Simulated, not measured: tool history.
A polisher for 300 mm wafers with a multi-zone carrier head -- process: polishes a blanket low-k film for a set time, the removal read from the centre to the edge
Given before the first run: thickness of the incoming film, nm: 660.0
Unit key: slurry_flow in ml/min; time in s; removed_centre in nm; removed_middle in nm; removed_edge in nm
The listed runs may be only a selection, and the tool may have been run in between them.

{"run": 1, "hour": 0.0, "slurry_flow": 130, "centre_zone": 1, "middle_zone": 1, "edge_zone": 1, "slurry_solids": 1, "time": 39, "removed_centre": 12.129, "removed_middle": 11.637, "removed_edge": 12.14}
{"run": 2, "hour": 7.9, "slurry_flow": 135, "centre_zone": 0.98, "middle_zone": 1.04, "edge_zone": 1.02, "slurry_solids": 1.1, "time": 39, "removed_centre": 12.812, "removed_middle": 13.294, "removed_edge": 12.903}
{"run": 3, "hour": 11.0, "slurry_flow": 135, "centre_zone": 1.01, "middle_zone": 1.04, "edge_zone": 1.02, "slurry_solids": 1.1, "time": 39, "removed_centre": 13.25, "removed_middle": 13.102, "removed_edge": 13.118}
{"run": 4, "hour": 15.5, "slurry_flow": 135, "centre_zone": 1.01, "middle_zone": 1.04, "edge_zone": 1.02, "slurry_solids": 1, "time": 39, "removed_centre": 12.482, "removed_middle": 12.291, "removed_edge": 12.168}
{"run": 5, "hour": 16.7, "slurry_flow": 140, "centre_zone": 0.99, "middle_zone": 1.05, "edge_zone": 1.04, "slurry_solids": 1.1, "time": 39, "removed_centre": 13.025, "removed_middle": 13.262, "removed_edge": 13.158}
{"run": 6, "hour": 21.3, "slurry_flow": 140, "centre_zone": 0.99, "middle_zone": 1.05, "edge_zone": 1.04, "slurry_solids": 0.95, "time": 39, "removed_centre": 11.882, "removed_middle": 12.135, "removed_edge": 11.987}
{"run": 7, "hour": 27.2, "slurry_flow": 140, "centre_zone": 0.97, "middle_zone": 1.06, "edge_zone": 1.06, "slurry_solids": 1.05, "time": 39, "removed_centre": 12.757, "removed_middle": 13.299, "removed_edge": 12.835}
{"run": 8, "hour": 29.2, "slurry_flow": 140, "centre_zone": 0.94, "middle_zone": 1.06, "edge_zone": 1.08, "slurry_solids": 1.15, "time": 39, "removed_centre": 12.56, "removed_middle": 13.612, "removed_edge": 13.672}
{"run": 9, "hour": 31.5, "slurry_flow": 145, "centre_zone": 0.93, "middle_zone": 1.08, "edge_zone": 1.09, "slurry_solids": 1.2, "time": 39, "removed_centre": 12.833, "removed_middle": 14.559, "removed_edge": 14.361}
{"run": 10, "hour": 40.0, "slurry_flow": 150, "centre_zone": 0.93, "middle_zone": 1.1, "edge_zone": 1.1, "slurry_solids": 1.25, "time": 39, "removed_centre": 13.359, "removed_middle": 15.216, "removed_edge": 14.453}
{"run": 11, "hour": 40.6, "slurry_flow": 150, "centre_zone": 0.92, "middle_zone": 1.11, "edge_zone": 1.11, "slurry_solids": 1.3, "time": 39, "removed_centre": 13.154, "removed_middle": 15.367, "removed_edge": 15.118}
{"run": 12, "hour": 46.4, "slurry_flow": 185, "centre_zone": 0.94, "middle_zone": 1.19, "edge_zone": 1.06, "slurry_solids": 1.5, "time": 40, "removed_centre": 15.722, "removed_middle": 18.635, "removed_edge": 16.351}
{"run": 13, "hour": 52.8, "slurry_flow": 185, "centre_zone": 0.93, "middle_zone": 1.19, "edge_zone": 1.08, "slurry_solids": 1.5, "time": 40, "removed_centre": 15.486, "removed_middle": 18.57, "removed_edge": 16.735}
{"run": 14, "hour": 55.0, "slurry_flow": 185, "centre_zone": 0.93, "middle_zone": 1.19, "edge_zone": 1.09, "slurry_solids": 1.5, "time": 40, "removed_centre": 15.573, "removed_middle": 18.499, "removed_edge": 16.749}

Forecast run 15:
{"run": 15, "hour": 59.0, "slurry_flow": 185, "centre_zone": 0.92, "middle_zone": 1.19, "edge_zone": 1.1, "slurry_solids": 1.5, "time": 40, "removed_centre": "?", "removed_middle": "?", "removed_edge": "?"}

{"run 15": {"removed_centre": 15.589, "removed_middle": 18.84, "removed_edge": 16.889}}
